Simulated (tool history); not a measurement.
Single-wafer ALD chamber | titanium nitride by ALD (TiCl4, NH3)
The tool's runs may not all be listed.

run,hour,heater temperature setpoint (K),number of ALD cycles (cycles),NH3 pulse time (s),mean film thickness on the monitor wafer (angstrom)
1,0,653.15,61,2.27,14.086
2,7.4,659.15,61,2.27,14.081
3,11.7,659.15,61,2.56,14.163
4,18.6,657.15,60,2.17,13.777
5,20.8,657.15,60,2.78,13.96
6,29.7,666.15,60,2.78,14.063
7,37.2,663.15,60,2.4,13.884

The next listed run, before its measurement:
8,38,663.15,60,2.14,?

Run 8 gave mean film thickness on the monitor wafer (angstrom) 13.916.
